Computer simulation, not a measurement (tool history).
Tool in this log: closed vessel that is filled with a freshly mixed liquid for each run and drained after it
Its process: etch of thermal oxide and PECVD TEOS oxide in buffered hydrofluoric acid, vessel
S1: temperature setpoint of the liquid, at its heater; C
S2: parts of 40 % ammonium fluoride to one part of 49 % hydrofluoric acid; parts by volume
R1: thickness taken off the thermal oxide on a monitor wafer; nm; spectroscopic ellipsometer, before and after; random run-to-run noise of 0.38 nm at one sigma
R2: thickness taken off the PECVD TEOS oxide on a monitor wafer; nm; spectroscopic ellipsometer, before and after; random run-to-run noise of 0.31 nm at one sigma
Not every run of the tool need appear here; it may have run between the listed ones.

{"run": 1, "day": 0.0, "S1": 21.0, "S2": 16.5, "time in the liquid (s)": 60, "R1": 36.839, "R2": 44.693}
{"run": 2, "day": 0.2, "S1": 21.0, "S2": 20.5, "time in the liquid (s)": 60, "R1": 29.59, "R2": 36.996}
{"run": 3, "day": 0.533, "S1": 18.5, "S2": 20.5, "time in the liquid (s)": 60, "R1": 25.916, "R2": 31.861}
{"run": 4, "day": 0.625, "S1": 18.5, "S2": 17.0, "time in the liquid (s)": 60, "R1": 31.357, "R2": 37.997}
{"run": 5, "day": 0.75, "S1": 21.0, "S2": 17.0, "time in the liquid (s)": 60, "R1": 35.582, "R2": 43.561}
{"run": 6, "day": 1.062, "S1": 21.0, "S2": 20.0, "time in the liquid (s)": 60, "R1": 30.422, "R2": 37.166}
{"run": 7, "day": 1.246, "S1": 25.0, "S2": 20.0, "time in the liquid (s)": 60, "R1": 37.704, "R2": 46.544}
{"run": 8, "day": 1.404, "S1": 26.0, "S2": 20.0, "time in the liquid (s)": 60, "R1": 40.009, "R2": 48.943}
{"run": 9, "day": 1.621, "S1": 26.0, "S2": 20.0, "time in the liquid (s)": 60, "R1": 39.752, "R2": 48.782}
{"run": 10, "day": 1.888, "S1": 27.0, "S2": 20.0, "time in the liquid (s)": 60, "R1": 42.227, "R2": 52.205}

For run 11, what comes out?
{"run": 11, "day": 2.171, "S1": 27.5, "S2": 20.0, "time in the liquid (s)": 60, "R1": "?", "R2": "?"}

Logged for run 11: R1 43.324 nm, R2 52.726 nm.

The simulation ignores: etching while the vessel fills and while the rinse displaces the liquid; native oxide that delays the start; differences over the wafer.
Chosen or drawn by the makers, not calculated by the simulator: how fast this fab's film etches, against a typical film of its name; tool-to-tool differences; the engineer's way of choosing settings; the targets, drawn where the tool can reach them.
